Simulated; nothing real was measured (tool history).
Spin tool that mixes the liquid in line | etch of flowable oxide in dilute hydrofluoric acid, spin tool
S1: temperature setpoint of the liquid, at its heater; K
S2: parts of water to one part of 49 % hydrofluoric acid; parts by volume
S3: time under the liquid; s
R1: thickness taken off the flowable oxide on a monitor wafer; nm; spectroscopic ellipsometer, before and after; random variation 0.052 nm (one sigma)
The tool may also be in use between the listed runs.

run  hour      S1   S2  S3       R1
  1   0.0  295.15  285  95   8.4919
  2   3.8  296.65  285  95   8.9727
  3   7.5  296.65  190  95  14.8090
  4  10.1  296.65  190  95  14.9690
  5  11.8  295.65  195  95  13.9070
  6  19.9  298.15  195  95  15.2060
  7  27.6  296.65  200  95  14.0370
  8  35.4  292.65  205  95  11.7300

The next listed run, before its measurement:
  9  37.2  292.15  205  95   ?

R1: 11.5030 nm

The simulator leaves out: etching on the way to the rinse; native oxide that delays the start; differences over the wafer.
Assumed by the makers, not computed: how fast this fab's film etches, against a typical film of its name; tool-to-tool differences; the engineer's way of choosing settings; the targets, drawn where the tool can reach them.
